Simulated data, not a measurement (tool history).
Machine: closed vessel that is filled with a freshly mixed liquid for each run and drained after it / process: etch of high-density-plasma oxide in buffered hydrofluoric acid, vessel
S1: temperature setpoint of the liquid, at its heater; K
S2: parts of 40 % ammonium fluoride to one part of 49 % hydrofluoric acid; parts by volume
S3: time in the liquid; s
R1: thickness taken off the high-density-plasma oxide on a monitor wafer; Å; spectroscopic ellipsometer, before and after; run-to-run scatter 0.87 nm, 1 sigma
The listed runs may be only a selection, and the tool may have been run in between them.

run,hour,S1,S2,S3,R1
1,0,298.15,18,105,657.31
2,3,298.15,23,105,532.51
3,7.6,298.15,20,105,598.8
4,8.8,301.15,20,105,685.86
5,10.7,301.15,18,105,772.86
6,16.2,301.15,18,110,813.67

Run 7 comes next. What will it give?
7,22.7,301.65,18,110,?

{"run 7": {"R1": 838.99}}
